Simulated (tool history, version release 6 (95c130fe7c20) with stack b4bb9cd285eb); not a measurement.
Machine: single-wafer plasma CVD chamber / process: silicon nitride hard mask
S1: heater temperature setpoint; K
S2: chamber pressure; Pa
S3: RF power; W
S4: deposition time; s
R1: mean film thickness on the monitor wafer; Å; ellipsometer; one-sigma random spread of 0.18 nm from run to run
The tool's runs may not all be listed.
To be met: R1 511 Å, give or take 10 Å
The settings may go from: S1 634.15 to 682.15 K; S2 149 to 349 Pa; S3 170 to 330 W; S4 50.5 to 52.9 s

| run | day | S1 | S2 | S3 | S4 | R1 |
|---|---|---|---|---|---|---|
| 1 | 0 | 658.15 | 249 | 250 | 52.9 | 592.69 |
| 2 | 0.225 | 658.15 | 291 | 250 | 52.9 | 618.58 |
| 3 | 0.571 | 658.15 | 291 | 250 | 50.5 | 594.47 |
| 4 | 0.829 | 658.15 | 272 | 245 | 50.5 | 567.77 |
| 5 | 1.104 | 658.15 | 260 | 245 | 50.5 | 560.44 |
|  | 1.133 | capacitance manometer re-zeroed and calibrated |
| 6 | 1.133 | 664.15 | 260 | 245 | 50.5 | 571.23 |
| 7 | 1.321 | 664.15 | 260 | 245 | 50.5 | 569.62 |
| 8 | 1.604 | 664.15 | 247 | 245 | 50.5 | 562.52 |

Pick the move, out of 4, that brings all results within their allowed miss; only one does.
| A | 1.888 | 665.15 | 261 | 245 | 52.9 | ? |
| B | 1.888 | 663.15 | 264 | 245 | 52.9 | ? |
| C | 1.888 | 666.15 | 239 | 260 | 52.9 | ? |
| D | 1.888 | 656.15 | 247 | 225 | 50.5 | ? |

| move | R1 |
|---|---|
| A | 598.37 |
| B | 600.74 |
| C | 615.48 |
| D | 516.32 |
A: moves away from the targets compared with the last run
B: moves away from the targets compared with the last run
C: moves away from the targets compared with the last run
D: all results in spec
D meets every target.
